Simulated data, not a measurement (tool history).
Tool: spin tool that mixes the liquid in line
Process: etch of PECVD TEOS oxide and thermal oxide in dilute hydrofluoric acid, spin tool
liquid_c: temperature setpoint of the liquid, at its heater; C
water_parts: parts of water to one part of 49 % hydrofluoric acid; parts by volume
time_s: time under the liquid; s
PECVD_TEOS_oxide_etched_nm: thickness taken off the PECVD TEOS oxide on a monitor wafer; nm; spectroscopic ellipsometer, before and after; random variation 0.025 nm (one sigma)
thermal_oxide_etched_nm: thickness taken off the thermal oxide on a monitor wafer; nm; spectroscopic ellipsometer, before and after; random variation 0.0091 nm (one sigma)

Run 1, hour 0: liquid_c 21 C, water_parts 230 parts by volume, time_s 135 s. Result: PECVD_TEOS_oxide_etched_nm 13.379 nm, thermal_oxide_etched_nm 2.1049 nm.
Run 2, hour 1: liquid_c 20 C, water_parts 285 parts by volume, time_s 135 s. Result: PECVD_TEOS_oxide_etched_nm 9.885 nm, thermal_oxide_etched_nm 1.5656 nm.
Run 3, hour 7.4: liquid_c 20 C, water_parts 210 parts by volume, time_s 135 s. Result: PECVD_TEOS_oxide_etched_nm 14.371 nm, thermal_oxide_etched_nm 2.2427 nm.
Run 4, hour 12.3: liquid_c 20 C, water_parts 280 parts by volume, time_s 135 s. Result: PECVD_TEOS_oxide_etched_nm 10.115 nm, thermal_oxide_etched_nm 1.5853 nm.
Run 5, hour 13.5: liquid_c 20 C, water_parts 315 parts by volume, time_s 135 s. Result: PECVD_TEOS_oxide_etched_nm 8.7337 nm, thermal_oxide_etched_nm 1.3753 nm.
Run 6, hour 22.5: liquid_c 19 C, water_parts 350 parts by volume, time_s 135 s. Result: PECVD_TEOS_oxide_etched_nm 7.3955 nm, thermal_oxide_etched_nm 1.1571 nm.
Run 7, hour 30.3: liquid_c 18.5 C, water_parts 370 parts by volume, time_s 130 s. Result: PECVD_TEOS_oxide_etched_nm 6.4067 nm, thermal_oxide_etched_nm 0.99306 nm.

The next listed run, before its measurement:
Run 8, hour 31.5: liquid_c 18.5 C, water_parts 385 parts by volume, time_s 125 s. Result: PECVD_TEOS_oxide_etched_nm ?, thermal_oxide_etched_nm ?.

{"run 8": {"PECVD_TEOS_oxide_etched_nm": 5.9066, "thermal_oxide_etched_nm": 0.9194}}

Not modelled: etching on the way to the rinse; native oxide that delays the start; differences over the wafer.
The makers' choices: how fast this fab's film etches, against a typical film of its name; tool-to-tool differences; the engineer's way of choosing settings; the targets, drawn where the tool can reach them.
